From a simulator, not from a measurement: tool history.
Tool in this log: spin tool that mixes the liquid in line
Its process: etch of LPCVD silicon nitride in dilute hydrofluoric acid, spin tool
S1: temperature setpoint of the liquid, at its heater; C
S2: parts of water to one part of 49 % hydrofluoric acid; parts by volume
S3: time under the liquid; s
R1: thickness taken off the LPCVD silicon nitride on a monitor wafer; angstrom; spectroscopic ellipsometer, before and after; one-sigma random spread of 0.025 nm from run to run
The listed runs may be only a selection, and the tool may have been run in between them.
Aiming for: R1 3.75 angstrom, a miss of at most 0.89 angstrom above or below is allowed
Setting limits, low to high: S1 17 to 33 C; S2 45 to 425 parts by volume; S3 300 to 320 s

run 1 hour=0 | S1=25 S2=235 S3=300 | R1=7.5633
run 2 hour=1.8 | S1=24.5 S2=260 S3=300 | R1=5.8933
run 3 hour=9.8 | S1=24 S2=270 S3=300 | R1=6.2645
run 4 hour=15.8 | S1=23.5 S2=295 S3=300 | R1=5.2531
run 5 hour=20.2 | S1=26.5 S2=295 S3=300 | R1=6.163
run 6 hour=21.6 | S1=26 S2=310 S3=300 | R1=6.0191
run 7 hour=28.3 | S1=25.5 S2=325 S3=300 | R1=5.5904
run 8 hour=36.4 | S1=25 S2=340 S3=300 | R1=5.6103

Exactly one of the 4 candidate moves below puts every result within its allowed miss. Which one?
run A hour=44.5 | S1=29 S2=335 S3=320 | R1=?
run B hour=44.5 | S1=28.5 S2=340 S3=320 | R1=?
run C hour=44.5 | S1=24.5 S2=420 S3=300 | R1=?
run D hour=44.5 | S1=26.5 S2=285 S3=320 | R1=?

move=A R1=6.91
move=B R1=6.6136
move=C R1=3.9739
move=D R1=7.0322
A: moves away from the targets compared with the last run
B: moves away from the targets compared with the last run
C: all results land within tolerance of their targets
D: moves away from the targets compared with the last run
Answer: C
